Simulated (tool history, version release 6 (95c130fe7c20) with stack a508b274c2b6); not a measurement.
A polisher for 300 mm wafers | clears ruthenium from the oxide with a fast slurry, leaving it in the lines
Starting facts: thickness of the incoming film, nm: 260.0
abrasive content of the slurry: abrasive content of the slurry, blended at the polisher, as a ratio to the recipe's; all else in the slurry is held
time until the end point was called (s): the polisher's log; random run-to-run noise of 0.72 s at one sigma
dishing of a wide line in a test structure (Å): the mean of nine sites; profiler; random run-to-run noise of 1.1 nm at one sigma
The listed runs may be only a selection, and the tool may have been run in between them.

run,day,flow of slurry (ml/min),pressure of the wafer on the pad (kPa),speed of the pad under the wafer (cm/s),abrasive content of the slurry,overpolish time after the end point (s),time until the end point was called (s),dishing of a wide line in a test structure (Å)
1,0,165,19.3,94,1,21,51.729,611.57
2,0.058,160,18.6,94,1,22,55.707,627.84
3,0.092,155,17.9,94,1,22,56.63,633.34
4,0.267,155,17.9,94,1.15,22,54.137,628.14
5,0.45,150,17.2,94,1.15,22,55.746,610.49
6,0.754,150,21.4,94,1.15,22,45.598,693.94
7,0.912,145,20,94,1.15,22,48.538,684.42
8,1.283,145,20,94,1.15,22,49.213,667.16
9,1.392,140,18.6,94,1.15,22,51.587,627.08
10,1.683,140,17.9,94,1.15,22,53.685,634.07
11,1.792,140,17.2,94,1.15,22,55.287,610.14
12,2.033,140,16.5,94,1.15,22,57.703,591.91

What will run 13 give?
13,2.392,140,15.9,94,1.15,22,?,?

time until the end point was called (s): 60.592
dishing of a wide line in a test structure (Å): 565.78
